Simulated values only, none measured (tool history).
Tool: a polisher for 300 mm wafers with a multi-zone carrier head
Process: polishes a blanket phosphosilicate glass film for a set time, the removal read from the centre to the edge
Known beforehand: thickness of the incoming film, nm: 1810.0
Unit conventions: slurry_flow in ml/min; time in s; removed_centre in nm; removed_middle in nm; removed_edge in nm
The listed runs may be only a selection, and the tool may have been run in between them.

| run | hour | slurry_flow | centre_zone | middle_zone | edge_zone | slurry_solids | time | removed_centre | removed_middle | removed_edge |
|---|---|---|---|---|---|---|---|---|---|---|
| 1 | 0 | 130 | 1 | 1 | 1 | 1 | 68 | 702 | 716.81 | 695.93 |
| 2 | 8.2 | 130 | 1.05 | 1 | 1 | 1 | 68 | 749.17 | 701.78 | 683.55 |
| 3 | 11.9 | 130 | 1.05 | 0.94 | 1 | 1 | 68 | 744.92 | 687.06 | 684.04 |
| 4 | 15.6 | 130 | 1.05 | 0.94 | 1 | 1 | 75 | 819.12 | 752.55 | 768.06 |
| 5 | 16.4 | 130 | 1.05 | 0.94 | 1 | 0.85 | 75 | 761.45 | 692.33 | 704.57 |
| 6 | 21.2 | 140 | 1.05 | 0.96 | 1.03 | 0.9 | 75 | 789.73 | 720.78 | 732.84 |
| 7 | 25 | 140 | 1.05 | 0.97 | 1.04 | 0.95 | 75 | 815.01 | 763.17 | 747.39 |
| 8 | 26.8 | 140 | 1.05 | 0.95 | 1.04 | 1 | 75 | 844.8 | 775.01 | 776.47 |
| 9 | 33.8 | 145 | 1.04 | 0.94 | 1.05 | 1.05 | 75 | 858.99 | 781.39 | 810.71 |

The next listed run, before its measurement:
| 10 | 36.5 | 150 | 1.03 | 0.95 | 1.06 | 1.1 | 75 | ? | ? | ? |

removed_centre: 873.89 nm
removed_middle: 803.55 nm
removed_edge: 831.91 nm
